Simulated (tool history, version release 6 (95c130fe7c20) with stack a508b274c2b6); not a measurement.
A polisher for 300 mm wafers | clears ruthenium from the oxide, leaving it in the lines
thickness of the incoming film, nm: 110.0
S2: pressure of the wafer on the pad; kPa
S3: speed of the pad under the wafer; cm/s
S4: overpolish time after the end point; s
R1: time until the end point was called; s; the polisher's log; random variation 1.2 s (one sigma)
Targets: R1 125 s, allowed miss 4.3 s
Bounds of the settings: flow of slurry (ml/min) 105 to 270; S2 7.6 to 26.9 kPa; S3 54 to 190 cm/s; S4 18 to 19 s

run 1 hour=0 | flow_of_slurry_(ml/min)=175 S2=17.2 S3=122 S4=18 | R1=55.709
run 2 hour=1.1 | flow_of_slurry_(ml/min)=175 S2=17.2 S3=144 S4=18 | R1=48.216
run 3 hour=3.1 | flow_of_slurry_(ml/min)=160 S2=17.2 S3=144 S4=18 | R1=48.331
run 4 hour=10 | flow_of_slurry_(ml/min)=135 S2=17.2 S3=144 S4=18 | R1=49.529
run 5 hour=19 | flow_of_slurry_(ml/min)=115 S2=17.2 S3=144 S4=18 | R1=51.027
run 6 hour=22.2 | flow_of_slurry_(ml/min)=115 S2=17.2 S3=122 S4=18 | R1=59.675
run 7 hour=23.2 | flow_of_slurry_(ml/min)=115 S2=15.2 S3=116 S4=18 | R1=70.073
run 8 hour=27.5 | flow_of_slurry_(ml/min)=115 S2=13.1 S3=112 S4=18 | R1=79.473
run 9 hour=33 | flow_of_slurry_(ml/min)=115 S2=11.7 S3=106 S4=18 | R1=91.905
run 10 hour=37.2 | flow_of_slurry_(ml/min)=115 S2=11 S3=104 S4=18 | R1=97.728
run 11 hour=38 | flow_of_slurry_(ml/min)=115 S2=10.3 S3=102 S4=18 | R1=102.33
run 12 hour=41.5 | flow_of_slurry_(ml/min)=115 S2=9.7 S3=100 S4=18 | R1=111.09
run 13 hour=45.9 | flow_of_slurry_(ml/min)=115 S2=9.7 S3=100 S4=18 | R1=109.42
run 14 hour=49.4 | flow_of_slurry_(ml/min)=115 S2=9 S3=100 S4=18 | R1=113.84
run 15 hour=54.1 | flow_of_slurry_(ml/min)=115 S2=8.3 S3=100 S4=18 | R1=122.31

Which of these 5 next moves meets every target?
run A hour=58.8 | flow_of_slurry_(ml/min)=130 S2=12.4 S3=78 S4=18 | R1=?
run B hour=58.8 | flow_of_slurry_(ml/min)=115 S2=9.7 S3=88 S4=18 | R1=?
run C hour=58.8 | flow_of_slurry_(ml/min)=105 S2=18.6 S3=60 S4=19 | R1=?
run D hour=58.8 | flow_of_slurry_(ml/min)=105 S2=8.3 S3=108 S4=18 | R1=?
run E hour=58.8 | flow_of_slurry_(ml/min)=110 S2=9 S3=100 S4=19 | R1=?

move=A R1=113.18
move=B R1=121.91
move=C R1=112.32
move=D R1=112.12
move=E R1=113.93
A: further off than the last run
B: meets every target
C: further off than the last run
D: further off than the last run
E: further off than the last run
Answer: B
